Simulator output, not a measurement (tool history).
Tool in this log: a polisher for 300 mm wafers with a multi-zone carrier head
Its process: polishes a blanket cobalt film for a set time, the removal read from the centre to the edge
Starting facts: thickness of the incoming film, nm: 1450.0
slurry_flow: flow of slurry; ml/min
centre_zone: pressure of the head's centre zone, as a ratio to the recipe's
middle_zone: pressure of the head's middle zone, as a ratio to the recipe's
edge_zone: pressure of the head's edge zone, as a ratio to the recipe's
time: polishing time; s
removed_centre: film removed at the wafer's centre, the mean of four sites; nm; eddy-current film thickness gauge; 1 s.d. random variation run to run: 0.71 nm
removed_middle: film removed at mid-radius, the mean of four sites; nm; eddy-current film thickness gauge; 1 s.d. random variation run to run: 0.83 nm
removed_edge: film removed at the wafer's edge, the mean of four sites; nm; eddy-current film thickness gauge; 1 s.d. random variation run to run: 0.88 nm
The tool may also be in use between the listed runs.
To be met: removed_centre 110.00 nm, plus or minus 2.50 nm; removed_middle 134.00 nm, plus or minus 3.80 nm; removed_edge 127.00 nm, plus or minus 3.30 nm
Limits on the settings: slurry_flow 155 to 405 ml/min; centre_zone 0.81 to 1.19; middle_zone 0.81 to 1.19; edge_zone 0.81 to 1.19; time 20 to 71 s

run	hour	slurry_flow	centre_zone	middle_zone	edge_zone	time	removed_centre	removed_middle	removed_edge
1	0.0	260	1.00	1.00	1.00	45	201.17	201.63	206.44
2	1.7	250	0.96	1.00	0.97	42	184.33	189.29	188.08
3	10.7	240	0.93	1.01	0.98	38	160.61	174.39	171.28
4	16.0	240	0.93	1.01	1.04	38	160.12	170.56	175.96
5	23.7	230	0.91	1.01	1.02	36	152.77	163.46	166.47
6	31.8	230	0.91	1.04	1.02	36	150.49	165.93	166.85
7	39.1	225	0.89	1.04	1.01	34	141.98	155.92	157.08
8	40.1	225	0.87	1.06	1.00	32	129.72	152.76	145.82
9	47.1	220	0.86	1.06	0.99	31	124.55	145.28	140.05

4 next moves are on the table. One of them brings every result within its allowed miss. Which?
A	54.1	240	0.88	1.05	1.07	27	?	?	?
B	54.1	235	0.81	1.14	0.89	29	?	?	?
C	54.1	225	0.90	0.98	1.15	32	?	?	?
D	54.1	405	0.81	1.07	0.98	27	?	?	?

move	removed_centre	removed_middle	removed_edge
A	110.83	126.10	129.11
B	113.49	144.89	126.72
C	132.36	140.58	158.35
D	109.76	132.46	126.81
A: puts the biggest miss on target and leaves a different result outside tolerance
B: closes in on the targets versus the last run, not all within tolerance yet
C: lands further from the targets than the last run did
D: every result lands within tolerance
The move that meets every target is D.
